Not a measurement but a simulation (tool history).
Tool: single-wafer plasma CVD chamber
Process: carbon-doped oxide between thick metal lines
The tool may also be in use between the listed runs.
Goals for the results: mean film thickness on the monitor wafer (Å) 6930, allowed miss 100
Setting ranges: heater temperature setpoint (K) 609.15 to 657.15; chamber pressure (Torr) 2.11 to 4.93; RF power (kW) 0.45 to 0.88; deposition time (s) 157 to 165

run	day	heater temperature setpoint (K)	chamber pressure (Torr)	RF power (kW)	deposition time (s)	mean film thickness on the monitor wafer (Å)
1	0	633.15	3.52	0.665	165	8926.6
2	0.246	633.15	3.52	0.665	157	8548.3
3	0.35	633.15	3.52	0.665	165	8984.1
4	0.65	633.15	3.26	0.665	165	8928.2
5	0.821	633.15	3.68	0.665	165	9030.1
6	1.104	637.15	3.31	0.595	164	8127.5
7	1.342	641.15	3.07	0.565	164	7753
8	1.625	644.15	2.87	0.545	164	7442.1
9	1.921	647.15	2.68	0.54	164	7299.5
10	2.225	649.15	2.54	0.535	164	7262.6
11	2.429	650.15	2.47	0.525	164	7108.6

Which single option among these 5 for the next run brings every result within its allowed miss of target? Just one does.
A	2.633	650.15	2.25	0.51	157	?
B	2.633	650.15	2.27	0.52	157	?
C	2.633	650.15	2.38	0.52	158	?
D	2.633	655.15	2.39	0.51	165	?
E	2.633	653.15	2.24	0.535	164	?

move	mean film thickness on the monitor wafer (Å)
A	6577.2
B	6675.9
C	6737.9
D	6877.1
E	7074.1
A: carries the result that was furthest off beyond its target, to the other side
B: carries the result that was furthest off beyond its target, to the other side
C: carries the result that was furthest off beyond its target, to the other side
D: every result lands within tolerance
E: closer than the last run, but not yet in spec
D meets every target.

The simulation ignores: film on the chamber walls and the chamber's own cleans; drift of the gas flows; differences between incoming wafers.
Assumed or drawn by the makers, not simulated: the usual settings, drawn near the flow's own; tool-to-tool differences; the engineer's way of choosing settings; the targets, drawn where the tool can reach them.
